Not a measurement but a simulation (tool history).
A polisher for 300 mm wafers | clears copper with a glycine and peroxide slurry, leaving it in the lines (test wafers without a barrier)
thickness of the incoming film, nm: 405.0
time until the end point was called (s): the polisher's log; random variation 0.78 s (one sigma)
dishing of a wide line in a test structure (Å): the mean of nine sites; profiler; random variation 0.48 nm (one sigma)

run    day  flow of slurry (ml/min)  pressure of the wafer on the pad (kPa)  speed of the pad under the wafer (m/s)  overpolish time after the end point (s)  time until the end point was called (s)  dishing of a wide line in a test structure (Å)
  1      0                      305                                    14.5                                    0.84                                       14                                   86.697                                          420.26
  2   0.25                      240                                    14.5                                    0.84                                       14                                   88.667                                          404.31
  3  0.308                      225                                    15.9                                    0.88                                       11                                   78.747                                          364.58
  4  0.575                      215                                    16.5                                     0.9                                        9                                   76.166                                          306.42
  5  0.938                      185                                    16.5                                     0.9                                        9                                   77.814                                          321.24
  6  1.112                      185                                    16.5                                     0.9                                       11                                   76.746                                          365.15
  7  1.179                      185                                    17.2                                     0.9                                        9                                   74.017                                           323.4

Forecast run 8:
  8  1.275                      190                                    17.9                                     0.9                                        8                                        ?                                               ?

time until the end point was called (s): 72.489
dishing of a wide line in a test structure (Å): 296.44
